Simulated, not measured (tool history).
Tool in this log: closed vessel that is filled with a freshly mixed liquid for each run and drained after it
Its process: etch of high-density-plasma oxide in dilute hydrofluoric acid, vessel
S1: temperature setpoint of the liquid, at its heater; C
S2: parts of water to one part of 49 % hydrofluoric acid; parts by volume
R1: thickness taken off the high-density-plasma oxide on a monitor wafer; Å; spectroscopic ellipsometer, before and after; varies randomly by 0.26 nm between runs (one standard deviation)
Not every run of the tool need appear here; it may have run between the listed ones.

Run 1, hour 0: S1 23 C, S2 260 parts by volume, time in the liquid (s) 2645. Result: R1 472.84 Å.
Run 2, hour 7.1: S1 20.5 C, S2 260 parts by volume, time in the liquid (s) 2645. Result: R1 427.65 Å.
Run 3, hour 12.4: S1 20.5 C, S2 260 parts by volume, time in the liquid (s) 2850. Result: R1 464.07 Å.
Run 4, hour 13.5: S1 20.5 C, S2 225 parts by volume, time in the liquid (s) 2850. Result: R1 552.49 Å.
Run 5, hour 21.2: S1 18.5 C, S2 225 parts by volume, time in the liquid (s) 2850. Result: R1 510.23 Å.
Run 6, hour 28.7: S1 20.5 C, S2 225 parts by volume, time in the liquid (s) 2850. Result: R1 554.68 Å.
Run 7, hour 33: S1 24.5 C, S2 225 parts by volume, time in the liquid (s) 2850. Result: R1 640.49 Å.
Run 8, hour 34.1: S1 25 C, S2 225 parts by volume, time in the liquid (s) 2850. Result: R1 651.53 Å.
Run 9, hour 40.9: S1 25.5 C, S2 225 parts by volume, time in the liquid (s) 2850. Result: R1 661.43 Å.
Run 10, hour 43.7: S1 26 C, S2 225 parts by volume, time in the liquid (s) 2850. Result: R1 676.41 Å.
Run 11, hour 44.2: S1 26.5 C, S2 225 parts by volume, time in the liquid (s) 2850. Result: R1 691.71 Å.

Run 12 is up next; what results do you expect?
Run 12, hour 47.5: S1 27 C, S2 225 parts by volume, time in the liquid (s) 2850. Result: R1 ?.

R1: 703.22 Å
